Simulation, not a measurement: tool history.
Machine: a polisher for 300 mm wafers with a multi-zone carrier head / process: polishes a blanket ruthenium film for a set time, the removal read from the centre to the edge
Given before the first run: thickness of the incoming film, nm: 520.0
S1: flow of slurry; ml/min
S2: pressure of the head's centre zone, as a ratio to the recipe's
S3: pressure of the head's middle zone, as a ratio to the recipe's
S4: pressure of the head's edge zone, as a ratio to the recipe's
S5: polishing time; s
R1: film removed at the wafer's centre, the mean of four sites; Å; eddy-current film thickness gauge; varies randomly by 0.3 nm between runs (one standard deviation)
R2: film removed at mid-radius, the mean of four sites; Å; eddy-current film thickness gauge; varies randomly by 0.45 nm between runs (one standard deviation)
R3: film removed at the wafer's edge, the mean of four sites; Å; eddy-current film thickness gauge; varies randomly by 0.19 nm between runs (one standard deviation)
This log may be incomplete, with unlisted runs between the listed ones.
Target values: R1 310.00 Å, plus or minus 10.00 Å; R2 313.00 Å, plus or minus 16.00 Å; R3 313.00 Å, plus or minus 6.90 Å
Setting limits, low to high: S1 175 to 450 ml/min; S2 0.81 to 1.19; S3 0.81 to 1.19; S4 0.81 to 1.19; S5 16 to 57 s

| run | day | S1 | S2 | S3 | S4 | S5 | R1 | R2 | R3 |
|---|---|---|---|---|---|---|---|---|---|
| 1 | 0.000 | 290 | 1.00 | 1.00 | 1.00 | 36 | 246.36 | 239.83 | 235.14 |
| 2 | 0.062 | 290 | 1.00 | 1.00 | 1.00 | 29 | 198.28 | 187.53 | 192.26 |
| 3 | 0.208 | 295 | 1.00 | 1.01 | 1.04 | 32 | 220.24 | 217.93 | 216.82 |
| 4 | 0.521 | 295 | 1.00 | 1.01 | 1.09 | 32 | 220.68 | 215.37 | 218.75 |
| 5 | 0.842 | 345 | 1.00 | 1.01 | 1.09 | 32 | 224.08 | 226.32 | 222.57 |
| 6 | 1.108 | 340 | 1.00 | 1.00 | 1.10 | 34 | 233.73 | 230.83 | 236.01 |
| 7 | 1.454 | 340 | 1.00 | 1.00 | 1.10 | 34 | 236.17 | 225.37 | 236.09 |
| 8 | 1.538 | 345 | 1.00 | 1.01 | 1.12 | 36 | 250.99 | 245.62 | 251.68 |

Pick the move, out of 5, that brings all results within their allowed miss; only one does.
| A | 1.621 | 325 | 1.15 | 0.92 | 1.01 | 42 | ? | ? | ? |
| B | 1.621 | 320 | 1.07 | 0.93 | 1.15 | 42 | ? | ? | ? |
| C | 1.621 | 385 | 0.99 | 1.02 | 1.09 | 45 | ? | ? | ? |
| D | 1.621 | 300 | 1.00 | 0.96 | 1.10 | 31 | ? | ? | ? |
| E | 1.621 | 285 | 1.08 | 0.81 | 1.18 | 28 | ? | ? | ? |

| move | R1 | R2 | R3 |
|---|---|---|---|
| A | 325.09 | 263.63 | 281.52 |
| B | 301.91 | 265.73 | 300.09 |
| C | 304.17 | 312.38 | 316.02 |
| D | 206.90 | 200.37 | 215.49 |
| E | 200.68 | 156.44 | 201.47 |
A: closer than the last run, but not yet in spec
B: closer than the last run, but not yet in spec
C: every result lands within tolerance
D: lands further from the targets than the last run did
E: lands further from the targets than the last run did
Go with C: it meets all targets.
